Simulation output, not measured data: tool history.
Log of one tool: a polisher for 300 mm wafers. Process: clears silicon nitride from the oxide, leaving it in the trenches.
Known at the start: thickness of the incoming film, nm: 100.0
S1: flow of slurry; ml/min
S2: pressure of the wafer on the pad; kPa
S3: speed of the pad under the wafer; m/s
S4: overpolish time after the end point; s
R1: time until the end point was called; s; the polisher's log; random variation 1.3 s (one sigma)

Run 1, hour 0: S1 320 ml/min, S2 23.4 kPa, S3 1.18 m/s, S4 8 s. Result: R1 82.06 s.
Run 2, hour 8.5: S1 320 ml/min, S2 21.4 kPa, S3 1.18 m/s, S4 8 s. Result: R1 87.638 s.
Run 3, hour 16.8: S1 255 ml/min, S2 21.4 kPa, S3 1.18 m/s, S4 8 s. Result: R1 90.467 s.
Run 4, hour 20: S1 255 ml/min, S2 19.3 kPa, S3 1.18 m/s, S4 8 s. Result: R1 100.8 s.
Run 5, hour 24.4: S1 255 ml/min, S2 17.9 kPa, S3 1.18 m/s, S4 8 s. Result: R1 108.11 s.
Run 6, hour 31: S1 255 ml/min, S2 22.8 kPa, S3 1.18 m/s, S4 8 s. Result: R1 85.89 s.

Run 7 comes next. What will it give?
Run 7, hour 35.4: S1 255 ml/min, S2 20.7 kPa, S3 1.18 m/s, S4 8 s. Result: R1 ?.

{"run 7": {"R1": 94.055}}
